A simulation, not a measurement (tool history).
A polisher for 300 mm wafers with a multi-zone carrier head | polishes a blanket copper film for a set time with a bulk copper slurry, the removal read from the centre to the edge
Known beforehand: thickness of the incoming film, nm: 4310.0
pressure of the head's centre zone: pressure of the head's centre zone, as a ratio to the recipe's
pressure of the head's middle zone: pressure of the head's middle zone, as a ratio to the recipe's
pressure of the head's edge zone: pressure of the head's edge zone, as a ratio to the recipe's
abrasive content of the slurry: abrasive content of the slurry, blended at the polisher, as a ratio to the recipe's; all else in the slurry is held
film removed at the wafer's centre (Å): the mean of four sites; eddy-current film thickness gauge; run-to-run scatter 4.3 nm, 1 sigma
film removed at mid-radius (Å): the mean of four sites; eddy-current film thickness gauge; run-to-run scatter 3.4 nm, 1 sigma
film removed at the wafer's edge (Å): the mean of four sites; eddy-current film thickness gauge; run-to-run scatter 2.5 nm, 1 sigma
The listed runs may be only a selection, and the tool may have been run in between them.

run  hour  flow of slurry (ml/min)  pressure of the head's centre zone  pressure of the head's middle zone  pressure of the head's edge zone  abrasive content of the slurry  polishing time (s)  film removed at the wafer's centre (Å)  film removed at mid-radius (Å)  film removed at the wafer's edge (Å)
  1   0.0                      140                                1.00                                1.00                              1.00                            1.00                  62                                  5192.7                          5958.9                                5820.2
  2   4.6                      110                                1.00                                1.00                              1.00                            1.00                  62                                  5205.6                          5657.1                                5696.2
  3   9.9                      110                                1.05                                1.00                              1.00                            1.00                  62                                  5192.3                          5642.2                                5665.4
  4  15.9                      105                                1.10                                0.98                              0.94                            0.90                  54                                  4672.2                          4707.6                                4650.4
  5  23.1                      105                                1.10                                0.98                              0.94                            0.90                  43                                  3782.5                          3748.4                                3768.0
  6  25.0                      105                                1.11                                0.98                              0.91                            0.80                  42                                  3630.3                          3538.0                                3517.5

Run 7 comes next. What will it give?
  7  25.6                      105                                1.12                                0.98                              0.88                            0.75                  42                                       ?                               ?                                     ?

{"run 7": {"film removed at the wafer's centre (Å)": 3586.8, "film removed at mid-radius (Å)": 3506.3, "film removed at the wafer's edge (Å)": 3376.5}}
